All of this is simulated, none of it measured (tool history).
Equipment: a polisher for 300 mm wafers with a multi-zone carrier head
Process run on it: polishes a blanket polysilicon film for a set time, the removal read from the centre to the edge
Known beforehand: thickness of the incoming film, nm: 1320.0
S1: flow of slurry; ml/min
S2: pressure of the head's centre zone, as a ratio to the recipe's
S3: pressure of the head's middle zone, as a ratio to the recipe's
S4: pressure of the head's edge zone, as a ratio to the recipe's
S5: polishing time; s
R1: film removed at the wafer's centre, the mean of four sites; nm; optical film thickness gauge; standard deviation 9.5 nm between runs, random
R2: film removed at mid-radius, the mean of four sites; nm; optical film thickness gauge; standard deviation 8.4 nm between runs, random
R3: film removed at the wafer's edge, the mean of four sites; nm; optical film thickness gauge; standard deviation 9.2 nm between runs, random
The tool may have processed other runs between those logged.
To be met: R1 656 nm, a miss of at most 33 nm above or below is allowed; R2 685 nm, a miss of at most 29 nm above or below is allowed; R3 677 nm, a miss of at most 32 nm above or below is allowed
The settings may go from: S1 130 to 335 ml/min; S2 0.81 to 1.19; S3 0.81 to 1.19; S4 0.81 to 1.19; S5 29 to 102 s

| run | hour | S1 | S2 | S3 | S4 | S5 | R1 | R2 | R3 |
|---|---|---|---|---|---|---|---|---|---|
| 1 | 0 | 215 | 1 | 1 | 1 | 65 | 458.38 | 463.2 | 470.43 |
| 2 | 1.2 | 220 | 1.01 | 1.03 | 1.03 | 72 | 515.08 | 530.34 | 520.61 |
| 3 | 8.6 | 220 | 0.92 | 1.03 | 1.03 | 72 | 483.55 | 522.27 | 548.17 |
| 4 | 11.2 | 220 | 0.92 | 1.03 | 1.11 | 72 | 481.98 | 517.41 | 543.96 |
| 5 | 18 | 230 | 0.94 | 1.04 | 1.11 | 77 | 521.19 | 569.15 | 583.26 |
| 6 | 18.6 | 190 | 0.94 | 1.04 | 1.11 | 77 | 514.06 | 559.46 | 575.43 |
| 7 | 21.9 | 195 | 0.96 | 1.04 | 1.11 | 81 | 557.68 | 582.63 | 611.41 |
| 8 | 30.5 | 200 | 0.98 | 1.06 | 1.11 | 84 | 582.25 | 608.29 | 639.48 |
| 9 | 37.2 | 210 | 1.01 | 1.09 | 1.1 | 86 | 628.39 | 654.03 | 670.1 |

Consider the 4 candidate settings below. Which is the only one whose results all fall within their allowed miss of target?
| A | 43.9 | 280 | 0.91 | 1.1 | 1.11 | 86 | ? | ? | ? |
| B | 43.9 | 200 | 1.07 | 1 | 1.15 | 87 | ? | ? | ? |
| C | 43.9 | 225 | 0.96 | 1.04 | 1.04 | 92 | ? | ? | ? |
| D | 43.9 | 215 | 0.94 | 0.93 | 1.19 | 89 | ? | ? | ? |

| move | R1 | R2 | R3 |
|---|---|---|---|
| A | 604.9 | 686.78 | 684.7 |
| B | 666.29 | 619.95 | 685.63 |
| C | 656.86 | 686.38 | 696.64 |
| D | 620.54 | 606.17 | 719.65 |
A: gets the furthest-off result to its target, but another result is out of tolerance
B: its largest miss is bigger than the last run's
C: all results in spec
D: its largest miss is bigger than the last run's
Move C is the one to make.
